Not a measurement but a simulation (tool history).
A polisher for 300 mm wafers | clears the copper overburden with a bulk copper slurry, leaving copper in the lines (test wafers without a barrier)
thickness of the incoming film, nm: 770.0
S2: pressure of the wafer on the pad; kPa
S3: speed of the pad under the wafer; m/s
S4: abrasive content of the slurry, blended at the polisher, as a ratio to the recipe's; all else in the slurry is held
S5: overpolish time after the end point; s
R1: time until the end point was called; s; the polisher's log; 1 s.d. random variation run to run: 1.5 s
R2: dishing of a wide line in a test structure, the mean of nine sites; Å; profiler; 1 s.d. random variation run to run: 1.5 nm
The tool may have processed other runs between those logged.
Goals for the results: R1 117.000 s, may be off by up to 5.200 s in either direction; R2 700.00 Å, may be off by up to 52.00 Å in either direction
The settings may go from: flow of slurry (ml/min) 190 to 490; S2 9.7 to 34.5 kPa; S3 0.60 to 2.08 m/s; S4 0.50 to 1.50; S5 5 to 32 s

{"run": 1, "day": 0.0, "flow of slurry (ml/min)": 315, "S2": 22.1, "S3": 1.34, "S4": 1.0, "S5": 16, "R1": 61.748, "R2": 1040.9}
{"run": 2, "day": 0.262, "flow of slurry (ml/min)": 315, "S2": 22.1, "S3": 1.34, "S4": 1.0, "S5": 19, "R1": 61.913, "R2": 1154.1}
{"run": 3, "day": 0.458, "flow of slurry (ml/min)": 315, "S2": 20.7, "S3": 1.32, "S4": 1.0, "S5": 19, "R1": 65.165, "R2": 1110.4}
{"run": 4, "day": 0.712, "flow of slurry (ml/min)": 315, "S2": 22.8, "S3": 1.32, "S4": 1.0, "S5": 19, "R1": 60.856, "R2": 1144.9}
{"run": 5, "day": 1.004, "flow of slurry (ml/min)": 315, "S2": 21.4, "S3": 1.3, "S4": 1.0, "S5": 19, "R1": 65.541, "R2": 1128.3}
{"day": 1.304, "done": "slurry nozzle cleaned"}
{"run": 6, "day": 1.304, "flow of slurry (ml/min)": 315, "S2": 21.4, "S3": 1.3, "S4": 0.9, "S5": 19, "R1": 66.266, "R2": 1120.2}
{"run": 7, "day": 1.458, "flow of slurry (ml/min)": 315, "S2": 21.4, "S3": 1.3, "S4": 0.9, "S5": 19, "R1": 65.77, "R2": 1126.6}
{"run": 8, "day": 1.821, "flow of slurry (ml/min)": 315, "S2": 20.0, "S3": 1.28, "S4": 0.9, "S5": 19, "R1": 67.48, "R2": 1070.4}
{"run": 9, "day": 2.096, "flow of slurry (ml/min)": 310, "S2": 13.8, "S3": 0.92, "S4": 0.85, "S5": 21, "R1": 127.53, "R2": 737.66}

5 next moves are on the table. One of them brings every result within its allowed miss. Which?
{"run": "A", "day": 2.371, "flow of slurry (ml/min)": 335, "S2": 20.0, "S3": 0.9, "S4": 0.6, "S5": 20, "R1": "?", "R2": "?"}
{"run": "B", "day": 2.371, "flow of slurry (ml/min)": 310, "S2": 12.4, "S3": 0.94, "S4": 0.75, "S5": 23, "R1": "?", "R2": "?"}
{"run": "C", "day": 2.371, "flow of slurry (ml/min)": 310, "S2": 14.5, "S3": 0.96, "S4": 0.85, "S5": 18, "R1": "?", "R2": "?"}
{"run": "D", "day": 2.371, "flow of slurry (ml/min)": 330, "S2": 13.1, "S3": 0.78, "S4": 1.2, "S5": 22, "R1": "?", "R2": "?"}
{"run": "E", "day": 2.371, "flow of slurry (ml/min)": 305, "S2": 13.1, "S3": 0.88, "S4": 0.8, "S5": 24, "R1": "?", "R2": "?"}

move=A R1=103.900 R2=846.89
move=B R1=134.720 R2=741.44
move=C R1=116.450 R2=702.92
move=D R1=141.390 R2=699.41
move=E R1=137.080 R2=758.54
A: pushes the last run's worst result past its target
B: misses by more than the last run did
C: in spec on every target
D: misses by more than the last run did
E: misses by more than the last run did
So the answer is move C, the one that meets all the targets.
